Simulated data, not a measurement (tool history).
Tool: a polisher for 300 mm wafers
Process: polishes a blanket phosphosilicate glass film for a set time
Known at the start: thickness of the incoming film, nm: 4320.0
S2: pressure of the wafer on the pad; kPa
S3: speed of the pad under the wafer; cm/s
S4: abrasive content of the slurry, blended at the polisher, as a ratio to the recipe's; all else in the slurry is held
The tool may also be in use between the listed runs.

run 1 day=0.000 | flow_of_slurry_(ml/min)=290 S2=17.9 S3=100 S4=1.00 polishing_time_(s)=72 | film_removed_(Å)=5637.3
run 2 day=0.083 | flow_of_slurry_(ml/min)=290 S2=17.9 S3=100 S4=1.00 polishing_time_(s)=72 | film_removed_(Å)=5612.3
run 3 day=0.446 | flow_of_slurry_(ml/min)=290 S2=16.5 S3=100 S4=1.00 polishing_time_(s)=72 | film_removed_(Å)=5219.4
run 4 day=0.717 | flow_of_slurry_(ml/min)=330 S2=16.5 S3=100 S4=1.00 polishing_time_(s)=72 | film_removed_(Å)=5185.9
run 5 day=0.767 | flow_of_slurry_(ml/min)=330 S2=16.5 S3=100 S4=1.15 polishing_time_(s)=72 | film_removed_(Å)=5369.0
run 6 day=0.817 | flow_of_slurry_(ml/min)=375 S2=16.5 S3=100 S4=1.15 polishing_time_(s)=72 | film_removed_(Å)=5404.9
run 7 day=0.917 | flow_of_slurry_(ml/min)=375 S2=15.2 S3=100 S4=1.15 polishing_time_(s)=72 | film_removed_(Å)=5062.4
run 8 day=1.208 | flow_of_slurry_(ml/min)=375 S2=14.5 S3=100 S4=1.15 polishing_time_(s)=72 | film_removed_(Å)=4839.8

The next listed run, before its measurement:
run 9 day=1.450 | flow_of_slurry_(ml/min)=375 S2=11.7 S3=98 S4=1.15 polishing_time_(s)=72 | film_removed_(Å)=?

{"run 9": {"film removed (Å)": 3856.9}}
